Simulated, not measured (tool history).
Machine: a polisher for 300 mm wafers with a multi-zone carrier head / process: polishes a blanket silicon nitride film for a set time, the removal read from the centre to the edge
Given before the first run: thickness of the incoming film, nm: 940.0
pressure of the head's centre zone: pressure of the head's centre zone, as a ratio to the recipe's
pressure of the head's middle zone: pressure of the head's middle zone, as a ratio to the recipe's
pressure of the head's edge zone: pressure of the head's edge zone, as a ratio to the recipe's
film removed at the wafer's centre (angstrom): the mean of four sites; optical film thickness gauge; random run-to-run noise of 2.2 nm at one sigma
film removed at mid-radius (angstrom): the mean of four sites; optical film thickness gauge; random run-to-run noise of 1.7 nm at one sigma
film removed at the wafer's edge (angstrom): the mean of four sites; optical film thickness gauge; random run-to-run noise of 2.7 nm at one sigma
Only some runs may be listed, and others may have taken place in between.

| run | day | flow of slurry (ml/min) | pressure of the head's centre zone | pressure of the head's middle zone | pressure of the head's edge zone | polishing time (s) | film removed at the wafer's centre (angstrom) | film removed at mid-radius (angstrom) | film removed at the wafer's edge (angstrom) |
|---|---|---|---|---|---|---|---|---|---|
| 1 | 0 | 245 | 1 | 1 | 1 | 71 | 2169.4 | 2211.9 | 2265 |
| 2 | 0.167 | 245 | 1 | 1 | 0.97 | 69 | 2144.3 | 2177.1 | 2106 |
| 3 | 0.271 | 240 | 0.98 | 0.98 | 0.96 | 68 | 2048.3 | 2099.3 | 2086.1 |
| 4 | 0.433 | 240 | 0.93 | 0.98 | 0.96 | 68 | 1951.1 | 2083 | 2130.7 |
| 5 | 0.654 | 235 | 0.93 | 0.97 | 0.94 | 67 | 1895.4 | 2073.5 | 1979.5 |
| 6 | 0.725 | 235 | 0.93 | 0.97 | 0.94 | 79 | 2243 | 2414.3 | 2400.5 |
| 7 | 0.942 | 230 | 0.93 | 0.95 | 0.92 | 77 | 2200.7 | 2274.7 | 2290.1 |
| 8 | 1.212 | 225 | 0.92 | 0.94 | 0.9 | 75 | 2079.7 | 2224.9 | 2312.2 |
| 9 | 1.358 | 235 | 0.93 | 0.95 | 0.9 | 72 | 2024.3 | 2166.7 | 2136 |
| 10 | 1.612 | 240 | 0.94 | 0.94 | 0.89 | 70 | 1995.1 | 2120.6 | 2112 |

The next listed run, before its measurement:
| 11 | 1.679 | 235 | 0.95 | 0.94 | 0.88 | 68 | ? | ? | ? |

{"run 11": {"film removed at the wafer's centre (angstrom)": 1988.6, "film removed at mid-radius (angstrom)": 2008, "film removed at the wafer's edge (angstrom)": 2053.6}}
